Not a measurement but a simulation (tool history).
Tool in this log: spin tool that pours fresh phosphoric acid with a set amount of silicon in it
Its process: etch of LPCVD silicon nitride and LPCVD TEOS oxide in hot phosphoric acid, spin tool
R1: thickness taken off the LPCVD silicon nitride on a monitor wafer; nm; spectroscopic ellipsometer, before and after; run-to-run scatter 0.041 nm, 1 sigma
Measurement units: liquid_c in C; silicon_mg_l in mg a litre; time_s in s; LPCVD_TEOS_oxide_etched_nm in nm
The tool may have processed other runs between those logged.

{"run": 1, "hour": 0.0, "liquid_c": 159, "silicon_mg_l": 29.5, "time_s": 80, "R1": 7.211, "LPCVD_TEOS_oxide_etched_nm": 0.050204}
{"run": 2, "hour": 5.3, "liquid_c": 157, "silicon_mg_l": 29.5, "time_s": 80, "R1": 6.753, "LPCVD_TEOS_oxide_etched_nm": 0.062235}
{"run": 3, "hour": 10.5, "liquid_c": 157, "silicon_mg_l": 29.5, "time_s": 105, "R1": 8.9505, "LPCVD_TEOS_oxide_etched_nm": 0.12245}
{"run": 4, "hour": 11.5, "liquid_c": 157, "silicon_mg_l": 19.5, "time_s": 105, "R1": 8.9115, "LPCVD_TEOS_oxide_etched_nm": 0.19759}
{"run": 5, "hour": 16.2, "liquid_c": 157, "silicon_mg_l": 5, "time_s": 105, "R1": 9.0211, "LPCVD_TEOS_oxide_etched_nm": 0.18488}
{"run": 6, "hour": 18.4, "liquid_c": 157, "silicon_mg_l": 6, "time_s": 100, "R1": 8.4929, "LPCVD_TEOS_oxide_etched_nm": 0.068202}
{"run": 7, "hour": 24.1, "liquid_c": 157, "silicon_mg_l": 6, "time_s": 100, "R1": 8.5297, "LPCVD_TEOS_oxide_etched_nm": 0.10052}
{"run": 8, "hour": 32.3, "liquid_c": 157, "silicon_mg_l": 9, "time_s": 95, "R1": 8.0721, "LPCVD_TEOS_oxide_etched_nm": 0.18729}
{"run": 9, "hour": 40.8, "liquid_c": 157, "silicon_mg_l": 12, "time_s": 90, "R1": 7.6199, "LPCVD_TEOS_oxide_etched_nm": 0.17237}
{"run": 10, "hour": 49.4, "liquid_c": 157, "silicon_mg_l": 14, "time_s": 85, "R1": 7.2414, "LPCVD_TEOS_oxide_etched_nm": 0.18398}
{"run": 11, "hour": 52.5, "liquid_c": 157.5, "silicon_mg_l": 16, "time_s": 80, "R1": 6.8905, "LPCVD_TEOS_oxide_etched_nm": 0.11942}

Run 12 comes next. What will it give?
{"run": 12, "hour": 53.4, "liquid_c": 157.5, "silicon_mg_l": 18, "time_s": 80, "R1": "?", "LPCVD_TEOS_oxide_etched_nm": "?"}

{"run 12": {"R1": 6.8932, "LPCVD_TEOS_oxide_etched_nm": 0.086261}}
